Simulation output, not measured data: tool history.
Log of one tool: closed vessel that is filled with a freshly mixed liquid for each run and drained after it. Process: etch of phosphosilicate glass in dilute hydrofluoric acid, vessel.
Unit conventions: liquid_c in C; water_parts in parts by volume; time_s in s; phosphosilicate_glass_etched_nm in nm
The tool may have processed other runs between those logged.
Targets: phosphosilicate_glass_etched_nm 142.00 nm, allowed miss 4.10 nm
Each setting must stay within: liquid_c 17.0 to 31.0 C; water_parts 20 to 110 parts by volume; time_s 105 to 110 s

run	day	liquid_c	water_parts	time_s	phosphosilicate_glass_etched_nm
1	0.000	23.0	60	105	301.57
2	0.350	23.0	75	105	237.69
3	0.538	21.5	80	105	208.95
4	0.696	23.0	80	105	222.36
5	0.804	21.5	85	105	194.43
6	1.042	21.5	85	105	196.16
7	1.429	20.5	90	105	176.66
8	1.542	20.5	90	105	175.41
9	1.842	20.0	90	105	171.85
10	2.154	19.5	90	105	168.10
11	2.367	19.0	90	105	166.33
12	2.654	18.5	90	105	160.36
13	2.700	18.0	90	105	158.27
# day 2.950: hydrofluoric acid flow meter replaced
14	2.950	17.5	95	105	134.27
15	3.058	18.0	95	105	136.74

Of the 4 settings listed for the next run, only one would bring every result within its allowed miss of target. Which one?
A	3.167	17.5	95	105	?
B	3.167	17.0	85	110	?
C	3.167	17.5	95	110	?
D	3.167	18.5	100	105	?

move	phosphosilicate_glass_etched_nm
A	133.42
B	154.57
C	139.77
D	131.46
A: the biggest miss grows against the last run
B: takes the result that was furthest off past its target
C: meets every target
D: the biggest miss grows against the last run
Answer: C
